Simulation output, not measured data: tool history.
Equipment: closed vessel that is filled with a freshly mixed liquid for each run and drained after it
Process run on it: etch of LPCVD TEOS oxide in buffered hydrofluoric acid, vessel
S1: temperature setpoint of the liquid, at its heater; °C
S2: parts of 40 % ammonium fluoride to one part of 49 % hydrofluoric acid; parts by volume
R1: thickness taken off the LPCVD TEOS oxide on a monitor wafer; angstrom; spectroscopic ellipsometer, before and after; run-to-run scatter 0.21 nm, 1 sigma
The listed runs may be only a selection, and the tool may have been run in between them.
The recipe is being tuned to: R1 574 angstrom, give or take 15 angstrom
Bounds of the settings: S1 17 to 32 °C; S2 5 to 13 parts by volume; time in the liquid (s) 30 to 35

{"run": 1, "hour": 0.0, "S1": 25, "S2": 8, "time in the liquid (s)": 35, "R1": 672.75}
{"run": 2, "hour": 1.4, "S1": 25, "S2": 8, "time in the liquid (s)": 35, "R1": 675.28}
{"run": 3, "hour": 9.6, "S1": 24.5, "S2": 8, "time in the liquid (s)": 35, "R1": 654.43}
{"run": 4, "hour": 17.0, "S1": 27, "S2": 8, "time in the liquid (s)": 35, "R1": 753.9}
{"run": 5, "hour": 20.9, "S1": 24.5, "S2": 8, "time in the liquid (s)": 35, "R1": 658.65}
{"run": 6, "hour": 24.6, "S1": 28, "S2": 8, "time in the liquid (s)": 35, "R1": 794.36}
{"run": 7, "hour": 27.1, "S1": 27, "S2": 8, "time in the liquid (s)": 35, "R1": 750.15}
{"run": 8, "hour": 33.2, "S1": 26.5, "S2": 8, "time in the liquid (s)": 35, "R1": 734.29}
{"run": 9, "hour": 34.4, "S1": 26, "S2": 8, "time in the liquid (s)": 35, "R1": 711.43}
{"run": 10, "hour": 40.2, "S1": 25.5, "S2": 8, "time in the liquid (s)": 35, "R1": 691.65}
{"run": 11, "hour": 41.9, "S1": 25, "S2": 8, "time in the liquid (s)": 35, "R1": 677.34}
{"run": 12, "hour": 48.0, "S1": 24.5, "S2": 8, "time in the liquid (s)": 35, "R1": 655.89}
{"run": 13, "hour": 51.1, "S1": 24, "S2": 8, "time in the liquid (s)": 35, "R1": 642.92}
{"run": 14, "hour": 54.5, "S1": 23.5, "S2": 8, "time in the liquid (s)": 35, "R1": 621.69}

4 next moves are on the table. One of them brings every result within its allowed miss. Which?
{"run": "A", "hour": 57.9, "S1": 25, "S2": 8.5, "time in the liquid (s)": 30, "R1": "?"}
{"run": "B", "hour": 57.9, "S1": 24.5, "S2": 9, "time in the liquid (s)": 35, "R1": "?"}
{"run": "C", "hour": 57.9, "S1": 26, "S2": 9, "time in the liquid (s)": 30, "R1": "?"}
{"run": "D", "hour": 57.9, "S1": 23.5, "S2": 8, "time in the liquid (s)": 30, "R1": "?"}

move=A R1=544.01
move=B R1=580.54
move=C R1=539.63
move=D R1=535.43
A: takes the result that was furthest off past its target
B: all results in spec
C: takes the result that was furthest off past its target
D: takes the result that was furthest off past its target
Go with B: it meets all targets.
